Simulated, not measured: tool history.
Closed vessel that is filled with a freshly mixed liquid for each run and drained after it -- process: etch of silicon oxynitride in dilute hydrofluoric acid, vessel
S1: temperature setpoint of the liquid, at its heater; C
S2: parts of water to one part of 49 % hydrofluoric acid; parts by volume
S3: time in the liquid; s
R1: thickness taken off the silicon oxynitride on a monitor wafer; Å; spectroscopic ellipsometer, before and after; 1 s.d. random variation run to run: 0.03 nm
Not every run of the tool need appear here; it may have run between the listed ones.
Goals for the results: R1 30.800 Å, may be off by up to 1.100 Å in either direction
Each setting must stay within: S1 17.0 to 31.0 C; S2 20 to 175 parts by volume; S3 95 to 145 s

{"run": 1, "hour": 0.0, "S1": 23.0, "S2": 95, "S3": 145, "R1": 51.918}
{"run": 2, "hour": 5.7, "S1": 23.0, "S2": 95, "S3": 95, "R1": 33.918}
{"run": 3, "hour": 9.6, "S1": 22.0, "S2": 95, "S3": 95, "R1": 33.1}
{"run": 4, "hour": 18.9, "S1": 22.0, "S2": 95, "S3": 145, "R1": 48.862}
{"run": 5, "hour": 23.5, "S1": 22.0, "S2": 95, "S3": 145, "R1": 49.185}
{"hour": 31.7, "done": "thermometer replaced"}
{"run": 6, "hour": 31.7, "S1": 22.0, "S2": 100, "S3": 145, "R1": 42.122}
{"run": 7, "hour": 40.7, "S1": 22.0, "S2": 100, "S3": 145, "R1": 43.39}
{"run": 8, "hour": 49.6, "S1": 21.5, "S2": 100, "S3": 145, "R1": 41.874}
{"run": 9, "hour": 53.3, "S1": 21.0, "S2": 100, "S3": 145, "R1": 41.28}
{"run": 10, "hour": 62.1, "S1": 20.5, "S2": 100, "S3": 145, "R1": 39.159}

5 next moves are on the table. One of them brings every result within its allowed miss. Which?
{"run": "A", "hour": 70.9, "S1": 18.5, "S2": 100, "S3": 125, "R1": "?"}
{"run": "B", "hour": 70.9, "S1": 21.0, "S2": 105, "S3": 125, "R1": "?"}
{"run": "C", "hour": 70.9, "S1": 22.0, "S2": 95, "S3": 110, "R1": "?"}
{"run": "D", "hour": 70.9, "S1": 20.0, "S2": 90, "S3": 145, "R1": "?"}
{"run": "E", "hour": 70.9, "S1": 17.5, "S2": 90, "S3": 125, "R1": "?"}

move=A R1=30.923
move=B R1=33.166
move=C R1=34.114
move=D R1=43.224
move=E R1=32.908
A: each result inside its tolerance
B: an improvement on the last run, though not all results are within tolerance
C: an improvement on the last run, though not all results are within tolerance
D: moves away from the targets compared with the last run
E: an improvement on the last run, though not all results are within tolerance
Correct choice: A, which meets every target
